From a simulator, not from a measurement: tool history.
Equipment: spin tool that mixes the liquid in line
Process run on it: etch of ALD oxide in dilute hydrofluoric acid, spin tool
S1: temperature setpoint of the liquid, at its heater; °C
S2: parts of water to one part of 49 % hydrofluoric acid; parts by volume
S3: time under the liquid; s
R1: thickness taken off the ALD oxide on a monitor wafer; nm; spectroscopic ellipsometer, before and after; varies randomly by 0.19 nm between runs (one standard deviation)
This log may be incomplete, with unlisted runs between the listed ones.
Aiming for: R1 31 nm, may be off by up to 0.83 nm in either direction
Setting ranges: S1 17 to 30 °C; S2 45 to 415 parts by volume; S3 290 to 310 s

Run 1, hour 0: S1 22 °C, S2 230 parts by volume, S3 290 s. Result: R1 36.099 nm.
Run 2, hour 6.5: S1 21 °C, S2 230 parts by volume, S3 290 s. Result: R1 34.911 nm.
Run 3, hour 11.4: S1 20 °C, S2 230 parts by volume, S3 290 s. Result: R1 33.586 nm.
Run 4, hour 18.9: S1 20 °C, S2 160 parts by volume, S3 290 s. Result: R1 52.06 nm.
Run 5, hour 20.7: S1 19 °C, S2 180 parts by volume, S3 290 s. Result: R1 43.484 nm.
Run 6, hour 22.6: S1 17.5 °C, S2 180 parts by volume, S3 290 s. Result: R1 40.505 nm.
Run 7, hour 27.6: S1 17.5 °C, S2 190 parts by volume, S3 290 s. Result: R1 38.673 nm.
Run 8, hour 32.1: S1 17.5 °C, S2 200 parts by volume, S3 290 s. Result: R1 35.983 nm.
Run 9, hour 32.9: S1 17.5 °C, S2 205 parts by volume, S3 290 s. Result: R1 35.154 nm.
Run 10, hour 37.7: S1 17.5 °C, S2 210 parts by volume, S3 290 s. Result: R1 33.887 nm.
Run 11, hour 42.2: S1 17.5 °C, S2 215 parts by volume, S3 290 s. Result: R1 33.146 nm.

Consider the 4 candidate settings below. Which is the only one whose results all fall within their allowed miss of target?
Run A, hour 46.7: S1 19 °C, S2 225 parts by volume, S3 290 s. Result: R1 ?.
Run B, hour 46.7: S1 17 °C, S2 235 parts by volume, S3 310 s. Result: R1 ?.
Run C, hour 46.7: S1 17 °C, S2 245 parts by volume, S3 300 s. Result: R1 ?.
Run D, hour 46.7: S1 17.5 °C, S2 240 parts by volume, S3 290 s. Result: R1 ?.

move      R1
   A  33.632
   B  31.562
   C  29.041
   D  29.349
A: misses by more than the last run did
B: each result inside its tolerance
C: carries the result that was furthest off beyond its target, to the other side
D: carries the result that was furthest off beyond its target, to the other side
Move B is the one to make.
